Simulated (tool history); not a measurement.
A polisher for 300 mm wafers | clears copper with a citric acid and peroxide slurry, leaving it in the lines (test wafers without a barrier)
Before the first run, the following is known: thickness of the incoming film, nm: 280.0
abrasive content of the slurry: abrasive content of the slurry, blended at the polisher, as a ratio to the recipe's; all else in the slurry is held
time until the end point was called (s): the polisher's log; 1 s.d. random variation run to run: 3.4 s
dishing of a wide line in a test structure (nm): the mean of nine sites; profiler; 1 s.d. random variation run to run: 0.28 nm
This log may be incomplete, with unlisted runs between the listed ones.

run	hour	flow of slurry (ml/min)	pressure of the wafer on the pad (kPa)	speed of the pad under the wafer (m/s)	abrasive content of the slurry	overpolish time after the end point (s)	time until the end point was called (s)	dishing of a wide line in a test structure (nm)
1	0	160	22.8	1.36	1	9	93.474	19.906
2	7.1	195	22.8	1.36	1	9	88.836	20.648
3	11.1	195	22.8	1.36	1	5	88.38	11.437
4	17.8	220	22.8	1.36	1	5	88.919	12.044
5	23.3	220	22.8	1.36	1.2	5	83.744	12.26
6	31	215	20	1.28	1.15	7	100.79	13.984
7	39.5	210	17.9	1.22	1.15	8	120.52	14.2
8	48	210	16.5	1.2	1.15	9	131.05	14.474

What does the tool deliver on the next run?
9	49.7	210	15.2	1.18	1.15	10	?	?

Run 9 came out at time until the end point was called (s) 138.55, dishing of a wide line in a test structure (nm) 14.53.
